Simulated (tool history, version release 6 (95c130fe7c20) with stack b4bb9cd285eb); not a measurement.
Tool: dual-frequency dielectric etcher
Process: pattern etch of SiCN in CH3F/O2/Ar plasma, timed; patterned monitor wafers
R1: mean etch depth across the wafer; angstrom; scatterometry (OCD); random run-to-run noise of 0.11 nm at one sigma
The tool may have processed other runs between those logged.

Run 1, hour 0: source power (kW) 0.5, bias power (kW) 0.067, etch time (s) 51.5. Result: R1 205.1 angstrom.
Run 2, hour 7.7: source power (kW) 0.52, bias power (kW) 0.068, etch time (s) 51.5. Result: R1 208.77 angstrom.
Run 3, hour 11.9: source power (kW) 0.53, bias power (kW) 0.069, etch time (s) 51.5. Result: R1 211.59 angstrom.
Run 4, hour 19.1: source power (kW) 0.6, bias power (kW) 0.069, etch time (s) 51.5. Result: R1 220.83 angstrom.
Run 5, hour 26.2: source power (kW) 0.6, bias power (kW) 0.069, etch time (s) 47.5. Result: R1 204.7 angstrom.
Run 6, hour 31.8: source power (kW) 0.63, bias power (kW) 0.069, etch time (s) 47.5. Result: R1 207.46 angstrom.
Run 7, hour 33.8: source power (kW) 0.63, bias power (kW) 0.071, etch time (s) 48. Result: R1 210.43 angstrom.
Run 8, hour 35.7: source power (kW) 0.64, bias power (kW) 0.073, etch time (s) 48.5. Result: R1 218.51 angstrom.

What does the tool deliver on the next run?
Run 9, hour 42.8: source power (kW) 0.64, bias power (kW) 0.074, etch time (s) 48.5. Result: R1 ?.

R1: 217.49 angstrom
